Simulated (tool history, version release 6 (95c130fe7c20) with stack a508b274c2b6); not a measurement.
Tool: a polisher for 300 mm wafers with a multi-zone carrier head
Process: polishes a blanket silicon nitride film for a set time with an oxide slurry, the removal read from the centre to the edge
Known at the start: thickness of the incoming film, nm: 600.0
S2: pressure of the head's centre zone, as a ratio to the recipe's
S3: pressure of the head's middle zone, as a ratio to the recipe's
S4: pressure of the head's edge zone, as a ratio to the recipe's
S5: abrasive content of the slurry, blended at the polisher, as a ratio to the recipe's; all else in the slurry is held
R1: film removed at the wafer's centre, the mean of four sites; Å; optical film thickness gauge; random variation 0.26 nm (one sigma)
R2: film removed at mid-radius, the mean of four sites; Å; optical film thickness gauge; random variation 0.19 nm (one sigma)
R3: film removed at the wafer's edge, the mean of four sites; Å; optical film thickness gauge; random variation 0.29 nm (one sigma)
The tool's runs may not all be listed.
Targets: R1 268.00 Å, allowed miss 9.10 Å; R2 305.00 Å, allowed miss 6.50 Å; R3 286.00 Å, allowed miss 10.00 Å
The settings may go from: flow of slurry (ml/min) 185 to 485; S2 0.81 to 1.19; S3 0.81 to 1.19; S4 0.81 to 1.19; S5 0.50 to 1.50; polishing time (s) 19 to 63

run 1 hour=0.0 | flow_of_slurry_(ml/min)=310 S2=1.00 S3=1.00 S4=1.00 S5=1.00 polishing_time_(s)=41 | R1=235.06 R2=232.91 R3=229.64
run 2 hour=7.4 | flow_of_slurry_(ml/min)=310 S2=1.00 S3=0.93 S4=1.00 S5=1.00 polishing_time_(s)=41 | R1=236.52 R2=219.65 R3=233.57
run 3 hour=9.8 | flow_of_slurry_(ml/min)=310 S2=1.00 S3=0.93 S4=1.05 S5=1.00 polishing_time_(s)=41 | R1=235.51 R2=219.34 R3=239.60
run 4 hour=14.9 | flow_of_slurry_(ml/min)=320 S2=1.00 S3=0.99 S4=1.08 S5=1.10 polishing_time_(s)=41 | R1=245.34 R2=240.97 R3=248.54
run 5 hour=20.7 | flow_of_slurry_(ml/min)=320 S2=1.00 S3=0.99 S4=1.08 S5=1.00 polishing_time_(s)=41 | R1=236.32 R2=232.80 R3=237.46
run 6 hour=29.4 | flow_of_slurry_(ml/min)=320 S2=1.00 S3=0.99 S4=1.03 S5=1.00 polishing_time_(s)=41 | R1=238.60 R2=233.67 R3=233.87
run 7 hour=32.8 | flow_of_slurry_(ml/min)=330 S2=0.99 S3=1.02 S4=1.06 S5=1.10 polishing_time_(s)=41 | R1=246.40 R2=249.00 R3=244.58
run 8 hour=35.5 | flow_of_slurry_(ml/min)=325 S2=0.97 S3=1.04 S4=1.09 S5=1.20 polishing_time_(s)=41 | R1=251.54 R2=260.91 R3=258.61

Which of these 5 next moves meets every target?
run A hour=38.2 | flow_of_slurry_(ml/min)=305 S2=1.12 S3=0.87 S4=1.05 S5=1.25 polishing_time_(s)=41 | R1=? R2=? R3=?
run B hour=38.2 | flow_of_slurry_(ml/min)=390 S2=1.08 S3=1.16 S4=0.99 S5=1.20 polishing_time_(s)=41 | R1=? R2=? R3=?
run C hour=38.2 | flow_of_slurry_(ml/min)=245 S2=0.89 S3=1.04 S4=1.02 S5=1.25 polishing_time_(s)=45 | R1=? R2=? R3=?
run D hour=38.2 | flow_of_slurry_(ml/min)=420 S2=0.92 S3=1.09 S4=1.07 S5=0.95 polishing_time_(s)=50 | R1=? R2=? R3=?
run E hour=38.2 | flow_of_slurry_(ml/min)=340 S2=1.15 S3=0.86 S4=1.11 S5=1.25 polishing_time_(s)=38 | R1=? R2=? R3=?

move=A R1=284.76 R2=226.42 R3=256.56
move=B R1=276.42 R2=288.21 R3=247.96
move=C R1=253.43 R2=284.94 R3=274.61
move=D R1=266.85 R2=302.50 R3=283.62
move=E R1=271.98 R2=209.19 R3=244.90
A: further off than the last run
B: nearer than the last run, and not there yet
C: nearer than the last run, and not there yet
D: meets every target
E: further off than the last run
Answer: D

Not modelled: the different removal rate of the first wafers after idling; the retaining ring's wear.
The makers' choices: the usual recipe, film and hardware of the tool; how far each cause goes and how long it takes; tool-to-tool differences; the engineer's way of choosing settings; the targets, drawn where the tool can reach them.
